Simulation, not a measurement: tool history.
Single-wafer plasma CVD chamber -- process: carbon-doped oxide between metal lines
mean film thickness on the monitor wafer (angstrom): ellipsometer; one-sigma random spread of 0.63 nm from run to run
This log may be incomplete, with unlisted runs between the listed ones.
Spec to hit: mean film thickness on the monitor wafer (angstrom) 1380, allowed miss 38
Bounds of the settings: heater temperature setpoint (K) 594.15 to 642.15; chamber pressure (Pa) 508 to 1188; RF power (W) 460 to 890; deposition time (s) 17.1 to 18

| run | day | heater temperature setpoint (K) | chamber pressure (Pa) | RF power (W) | deposition time (s) | mean film thickness on the monitor wafer (angstrom) |
|---|---|---|---|---|---|---|
| 1 | 0 | 618.15 | 848 | 675 | 18 | 1142.4 |
| 2 | 0.233 | 618.15 | 757 | 675 | 18 | 1136.4 |
| 3 | 0.504 | 618.15 | 757 | 675 | 17.1 | 1085.7 |
| 4 | 0.579 | 617.15 | 763 | 705 | 17.2 | 1122.8 |
| 5 | 0.612 | 617.15 | 763 | 705 | 17.1 | 1112.1 |
| 6 | 0.833 | 615.15 | 775 | 730 | 17.2 | 1151.6 |
| 7 | 1.117 | 614.15 | 780 | 755 | 17.3 | 1196.7 |
| 8 | 1.388 | 613.15 | 787 | 770 | 17.4 | 1228.9 |
| 9 | 1.688 | 612.15 | 795 | 780 | 17.4 | 1239 |
| 10 | 1.979 | 611.15 | 800 | 790 | 17.4 | 1243.9 |

Which single option among these 5 for the next run brings every result within its allowed miss of target? Just one does.
| A | 2.271 | 614.15 | 784 | 885 | 18 | ? |
| B | 2.271 | 605.15 | 677 | 875 | 17.1 | ? |
| C | 2.271 | 617.15 | 825 | 820 | 17.8 | ? |
| D | 2.271 | 612.15 | 828 | 770 | 18 | ? |
| E | 2.271 | 598.15 | 723 | 785 | 17.5 | ? |

| move | mean film thickness on the monitor wafer (angstrom) |
|---|---|
| A | 1373.6 |
| B | 1317.4 |
| C | 1290.1 |
| D | 1273.8 |
| E | 1301.9 |
A: hits every target within its allowed miss
B: gains on the last run, yet a result remains outside its allowed miss
C: gains on the last run, yet a result remains outside its allowed miss
D: gains on the last run, yet a result remains outside its allowed miss
E: gains on the last run, yet a result remains outside its allowed miss
Correct choice: A, which meets every target
